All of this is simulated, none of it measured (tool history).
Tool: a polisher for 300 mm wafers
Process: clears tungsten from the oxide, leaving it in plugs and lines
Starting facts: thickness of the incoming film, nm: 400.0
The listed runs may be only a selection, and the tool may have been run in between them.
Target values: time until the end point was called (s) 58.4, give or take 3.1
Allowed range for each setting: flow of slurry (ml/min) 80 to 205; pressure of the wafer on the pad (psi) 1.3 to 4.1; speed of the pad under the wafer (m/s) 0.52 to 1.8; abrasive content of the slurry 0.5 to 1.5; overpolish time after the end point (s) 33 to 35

| run | hour | flow of slurry (ml/min) | pressure of the wafer on the pad (psi) | speed of the pad under the wafer (m/s) | abrasive content of the slurry | overpolish time after the end point (s) | time until the end point was called (s) |
|---|---|---|---|---|---|---|---|
| 1 | 0 | 135 | 2.7 | 1.16 | 1 | 33 | 122.9 |
| 2 | 7.2 | 135 | 2.7 | 1.16 | 0.9 | 33 | 123.36 |
| 3 | 8.5 | 135 | 2.9 | 1.2 | 0.9 | 33 | 115.59 |
| 4 | 12.8 | 135 | 2.9 | 0.94 | 0.9 | 33 | 140.05 |
| 5 | 19.5 | 135 | 3.1 | 1.02 | 0.9 | 33 | 126.05 |
| 6 | 23.3 | 135 | 3.1 | 1.02 | 1.1 | 33 | 116.31 |
| 7 | 30 | 135 | 3.2 | 1.08 | 1.1 | 33 | 107.22 |
| 8 | 36.8 | 135 | 3.3 | 1.14 | 1.1 | 33 | 96.119 |
| 9 | 44.7 | 135 | 3.4 | 1.16 | 1.1 | 33 | 93.093 |
| 10 | 50.1 | 135 | 3.5 | 1.2 | 1.1 | 33 | 86.505 |
|  | 58.4 | slurry tank refilled with fresh slurry and peroxide |
| 11 | 58.4 | 140 | 4.1 | 1.42 | 1.15 | 33 | 50.779 |
| 12 | 61.1 | 130 | 4 | 1.42 | 1.15 | 33 | 52.512 |
| 13 | 68.3 | 130 | 3.9 | 1.42 | 1.15 | 33 | 53.539 |
| 14 | 74.2 | 130 | 3.8 | 1.42 | 1.15 | 33 | 53.972 |
| 15 | 82.7 | 130 | 3.8 | 1.42 | 1.15 | 33 | 54.425 |

Pick the move, out of 5, that brings all results within their allowed miss; only one does.
| A | 91.2 | 140 | 3.5 | 1.26 | 1.15 | 35 | ? |
| B | 91.2 | 110 | 2.9 | 1.48 | 1.35 | 33 | ? |
| C | 91.2 | 135 | 4 | 1.3 | 1.05 | 35 | ? |
| D | 91.2 | 155 | 4.1 | 1.36 | 1.2 | 33 | ? |
| E | 91.2 | 125 | 3.9 | 1.16 | 1.1 | 33 | ? |

| move | time until the end point was called (s) |
|---|---|
| A | 64.966 |
| B | 66.296 |
| C | 57.2 |
| D | 50.202 |
| E | 65.418 |
A: pushes the last run's worst result past its target
B: pushes the last run's worst result past its target
C: all results land within tolerance of their targets
D: moves away from the targets compared with the last run
E: pushes the last run's worst result past its target
C is the move that brings every result within its allowed miss.
